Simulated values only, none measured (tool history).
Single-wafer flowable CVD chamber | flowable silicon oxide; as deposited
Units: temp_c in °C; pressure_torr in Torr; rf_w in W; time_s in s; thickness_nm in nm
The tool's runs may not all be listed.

run	day	temp_c	pressure_torr	rf_w	time_s	thickness_nm
1	0.000	95	0.900	1555	202	178.61
2	0.308	97	0.900	1555	202	164.05
3	0.654	98	0.900	1555	202	158.38
4	0.975	98	0.900	1555	192	150.31
5	1.104	98	1.015	1555	192	170.15
6	1.450	99	1.015	1555	192	162.43
7	1.667	100	1.015	1555	192	157.40
8	1.833	101	1.015	1555	192	153.06
9	2.071	102	1.015	1555	192	145.33

The next listed run, before its measurement:
# day 2.138: RF generator calibrated
10	2.138	103	1.015	1555	192	?

Run 10 gave thickness_nm 143.24 nm.

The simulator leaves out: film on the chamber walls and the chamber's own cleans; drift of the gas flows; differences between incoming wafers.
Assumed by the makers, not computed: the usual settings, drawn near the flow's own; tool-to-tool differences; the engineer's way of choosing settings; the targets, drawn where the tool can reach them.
